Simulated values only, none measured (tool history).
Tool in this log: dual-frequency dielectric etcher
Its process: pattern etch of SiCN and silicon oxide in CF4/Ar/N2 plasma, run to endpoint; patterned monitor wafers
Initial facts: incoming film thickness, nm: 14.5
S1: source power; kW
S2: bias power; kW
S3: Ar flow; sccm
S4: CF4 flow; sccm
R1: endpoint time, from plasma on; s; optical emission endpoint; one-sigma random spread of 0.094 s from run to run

Run 1, hour 0: S1 0.4 kW, S2 0.07 kW, S3 112 sccm, S4 78 sccm. Result: R1 20.515 s.
Run 2, hour 8.5: S1 0.4 kW, S2 0.07 kW, S3 94 sccm, S4 78 sccm. Result: R1 19.942 s.
Run 3, hour 12.7: S1 0.41 kW, S2 0.07 kW, S3 94 sccm, S4 78 sccm. Result: R1 19.578 s.
Run 4, hour 15.6: S1 0.46 kW, S2 0.07 kW, S3 94 sccm, S4 78 sccm. Result: R1 17.284 s.
Run 5, hour 22.7: S1 0.46 kW, S2 0.081 kW, S3 94 sccm, S4 78 sccm. Result: R1 16.709 s.
Run 6, hour 29.6: S1 0.39 kW, S2 0.081 kW, S3 94 sccm, S4 78 sccm. Result: R1 19.72 s.

Run 7, settings as shown, results not yet in. Your forecast:
Run 7, hour 36.8: S1 0.39 kW, S2 0.081 kW, S3 94 sccm, S4 78 sccm. Result: R1 ?.

R1: 19.863 s
